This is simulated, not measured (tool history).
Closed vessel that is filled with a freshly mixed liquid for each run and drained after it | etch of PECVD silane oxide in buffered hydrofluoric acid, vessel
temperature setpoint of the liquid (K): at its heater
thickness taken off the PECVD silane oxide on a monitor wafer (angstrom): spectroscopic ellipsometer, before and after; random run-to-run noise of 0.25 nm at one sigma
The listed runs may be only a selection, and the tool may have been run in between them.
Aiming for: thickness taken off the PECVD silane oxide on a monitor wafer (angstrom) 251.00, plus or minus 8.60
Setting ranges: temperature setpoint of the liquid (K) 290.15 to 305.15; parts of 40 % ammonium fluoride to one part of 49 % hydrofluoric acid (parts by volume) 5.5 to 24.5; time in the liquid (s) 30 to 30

run    day  temperature setpoint of the liquid (K)  parts of 40 % ammonium fluoride to one part of 49 % hydrofluoric acid (parts by volume)  time in the liquid (s)  thickness taken off the PECVD silane oxide on a monitor wafer (angstrom)
  1  0.000                                  297.15                                                                                     15.0                      30                                                                    301.00
  2  0.312                                  296.15                                                                                     15.0                      30                                                                    280.85
  3  0.433                                  295.65                                                                                     15.0                      30                                                                    277.14
  4  0.538                                  295.65                                                                                     11.5                      30                                                                    354.94
  5  0.604                                  298.65                                                                                     11.5                      30                                                                    423.89
  6  0.875                                  298.65                                                                                     13.0                      30                                                                    369.79
  7  1.042                                  296.65                                                                                     13.0                      30                                                                    343.30
  8  1.258                                  295.15                                                                                     13.0                      30                                                                    308.01
  9  1.508                                  294.15                                                                                     13.0                      30                                                                    294.13
 10  1.712                                  293.65                                                                                     13.0                      30                                                                    278.32
 11  1.792                                  293.15                                                                                     13.0                      30                                                                    274.09
 12  2.179                                  293.15                                                                                     13.0                      30                                                                    275.92

Exactly one of the 4 candidate moves below puts every result within its allowed miss. Which one?
  A  2.567                                  293.15                                                                                     12.5                      30                                                                         ?
  B  2.567                                  292.65                                                                                     14.0                      30                                                                         ?
  C  2.567                                  291.65                                                                                     14.5                      30                                                                         ?
  D  2.567                                  292.65                                                                                     12.5                      30                                                                         ?

move  thickness taken off the PECVD silane oxide on a monitor wafer (angstrom)
   A                                                                    287.86
   B                                                                    250.45
   C                                                                    228.68
   D                                                                    279.90
A: lands further from the targets than the last run did
B: every result lands within tolerance
C: takes the result that was furthest off past its target
D: lands further from the targets than the last run did
Correct choice: B, which meets every target
